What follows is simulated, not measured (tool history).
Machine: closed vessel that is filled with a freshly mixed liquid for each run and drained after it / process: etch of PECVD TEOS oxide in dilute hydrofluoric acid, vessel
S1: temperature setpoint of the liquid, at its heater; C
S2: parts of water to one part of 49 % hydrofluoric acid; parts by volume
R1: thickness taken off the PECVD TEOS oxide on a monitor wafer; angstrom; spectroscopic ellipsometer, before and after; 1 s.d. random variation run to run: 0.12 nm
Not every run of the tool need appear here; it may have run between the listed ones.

run 1 hour=0 | S1=20 S2=285 time_in_the_liquid_(s)=1340 | R1=308.36
run 2 hour=0.9 | S1=19.5 S2=285 time_in_the_liquid_(s)=1340 | R1=304.49
run 3 hour=3.9 | S1=19.5 S2=285 time_in_the_liquid_(s)=1445 | R1=327.76
run 4 hour=12.1 | S1=19.5 S2=235 time_in_the_liquid_(s)=1445 | R1=414.41
run 5 hour=18.8 | S1=19.5 S2=235 time_in_the_liquid_(s)=1445 | R1=417.21
run 6 hour=20.4 | S1=19 S2=245 time_in_the_liquid_(s)=1445 | R1=389.15
run 7 hour=23.6 | S1=19 S2=250 time_in_the_liquid_(s)=1445 | R1=380.81

Forecast run 8:
run 8 hour=28.3 | S1=19 S2=250 time_in_the_liquid_(s)=1445 | R1=?

R1: 378.9 angstrom

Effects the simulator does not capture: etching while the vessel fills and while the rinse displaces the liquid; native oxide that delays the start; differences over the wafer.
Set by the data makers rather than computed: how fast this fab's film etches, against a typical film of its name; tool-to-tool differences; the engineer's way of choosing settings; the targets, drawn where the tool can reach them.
